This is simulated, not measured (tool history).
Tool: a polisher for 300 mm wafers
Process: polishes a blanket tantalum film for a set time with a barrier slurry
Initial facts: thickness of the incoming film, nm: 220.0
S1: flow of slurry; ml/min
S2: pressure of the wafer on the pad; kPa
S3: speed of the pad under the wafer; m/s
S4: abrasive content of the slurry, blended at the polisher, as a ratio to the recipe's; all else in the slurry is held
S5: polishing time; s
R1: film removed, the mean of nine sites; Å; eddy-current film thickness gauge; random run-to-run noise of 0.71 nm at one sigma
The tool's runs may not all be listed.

run	day	S1	S2	S3	S4	S5	R1
1	0	145	17.2	0.94	1	46	1021.6
2	0.154	145	15.9	0.94	1	46	925.84
3	0.354	145	15.9	1.14	1	46	1083.2
4	0.388	145	15.9	0.98	1	46	968.1
5	0.754	145	13.8	0.98	1	46	847.84
6	0.942	145	12.4	0.98	1	46	760.53
7	1.158	145	11.7	0.98	1	46	733.71
8	1.417	145	11.7	0.98	1	46	734
9	1.642	145	11	0.98	1	46	681.44

Estimate the outcome of run 10 from the log above:
10	1.667	145	10.3	0.98	1	46	?

{"run 10": {"R1": 645.02}}

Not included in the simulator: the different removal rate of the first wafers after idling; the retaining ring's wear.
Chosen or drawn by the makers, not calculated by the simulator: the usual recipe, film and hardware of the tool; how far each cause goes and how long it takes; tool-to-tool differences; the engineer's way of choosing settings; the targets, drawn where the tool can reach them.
